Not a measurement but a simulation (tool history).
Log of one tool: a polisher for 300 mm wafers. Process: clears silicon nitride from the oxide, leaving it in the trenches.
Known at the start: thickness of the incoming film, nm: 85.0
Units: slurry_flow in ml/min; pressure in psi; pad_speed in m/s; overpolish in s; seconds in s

Run 1, hour 0.0: slurry_flow 145 ml/min, pressure 1.9 psi, pad_speed 1.14 m/s, overpolish 13 s. Result: seconds 137.58 s.
Run 2, hour 2.8: slurry_flow 145 ml/min, pressure 1.7 psi, pad_speed 1.12 m/s, overpolish 13 s. Result: seconds 146.85 s.
Run 3, hour 6.5: slurry_flow 145 ml/min, pressure 1.5 psi, pad_speed 1.08 m/s, overpolish 13 s. Result: seconds 176.16 s.
Run 4, hour 13.9: slurry_flow 145 ml/min, pressure 1.7 psi, pad_speed 1.08 m/s, overpolish 13 s. Result: seconds 154.89 s.
Run 5, hour 16.6: slurry_flow 145 ml/min, pressure 1.7 psi, pad_speed 1.30 m/s, overpolish 13 s. Result: seconds 134.24 s.
Run 6, hour 17.5: slurry_flow 145 ml/min, pressure 1.7 psi, pad_speed 1.02 m/s, overpolish 13 s. Result: seconds 159.54 s.
Run 7, hour 18.6: slurry_flow 145 ml/min, pressure 1.7 psi, pad_speed 1.02 m/s, overpolish 13 s. Result: seconds 158.95 s.

Forecast run 8:
Run 8, hour 23.6: slurry_flow 145 ml/min, pressure 1.6 psi, pad_speed 1.00 m/s, overpolish 13 s. Result: seconds ?.

{"run 8": {"seconds": 176.55}}
